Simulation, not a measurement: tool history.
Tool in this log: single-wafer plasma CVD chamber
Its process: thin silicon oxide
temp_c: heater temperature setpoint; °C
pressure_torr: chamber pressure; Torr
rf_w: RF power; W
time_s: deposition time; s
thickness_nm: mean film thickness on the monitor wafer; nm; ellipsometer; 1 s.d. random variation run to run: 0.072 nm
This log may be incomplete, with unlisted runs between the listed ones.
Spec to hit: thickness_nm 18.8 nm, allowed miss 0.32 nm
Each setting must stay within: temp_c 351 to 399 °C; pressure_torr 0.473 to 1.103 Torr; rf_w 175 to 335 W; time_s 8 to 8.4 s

run 1 hour=0 | temp_c=375 pressure_torr=0.788 rf_w=255 time_s=8.4 | thickness_nm=15.179
run 2 hour=3.4 | temp_c=375 pressure_torr=0.788 rf_w=255 time_s=8.4 | thickness_nm=15.285
run 3 hour=10.7 | temp_c=375 pressure_torr=0.825 rf_w=255 time_s=8.4 | thickness_nm=16.078
run 4 hour=11.8 | temp_c=375 pressure_torr=0.825 rf_w=275 time_s=8.4 | thickness_nm=16.615
run 5 hour=13.9 | temp_c=385 pressure_torr=0.825 rf_w=275 time_s=8.4 | thickness_nm=16.385
run 6 hour=18 | temp_c=385 pressure_torr=0.825 rf_w=275 time_s=8 | thickness_nm=15.743
run 7 hour=26.2 | temp_c=385 pressure_torr=0.983 rf_w=280 time_s=8 | thickness_nm=18.355
run 8 hour=27.5 | temp_c=385 pressure_torr=0.988 rf_w=280 time_s=8 | thickness_nm=18.412
run 9 hour=30.4 | temp_c=385 pressure_torr=0.993 rf_w=280 time_s=8 | thickness_nm=18.336

Of the 5 settings listed for the next run, only one would bring every result within its allowed miss of target. Which one?
run A hour=33.3 | temp_c=385 pressure_torr=0.951 rf_w=285 time_s=8 | thickness_nm=?
run B hour=33.3 | temp_c=399 pressure_torr=0.965 rf_w=265 time_s=8.1 | thickness_nm=?
run C hour=33.3 | temp_c=391 pressure_torr=1.048 rf_w=275 time_s=8 | thickness_nm=?
run D hour=33.3 | temp_c=396 pressure_torr=1.049 rf_w=280 time_s=8.2 | thickness_nm=?
run E hour=33.3 | temp_c=399 pressure_torr=0.964 rf_w=295 time_s=8.4 | thickness_nm=?

move=A thickness_nm=18.02
move=B thickness_nm=17.702
move=C thickness_nm=18.927
move=D thickness_nm=19.516
move=E thickness_nm=19.284
A: moves away from the targets compared with the last run
B: moves away from the targets compared with the last run
C: every result lands within tolerance
D: pushes the last run's worst result past its target
E: pushes the last run's worst result past its target
C is the move that brings every result within its allowed miss.
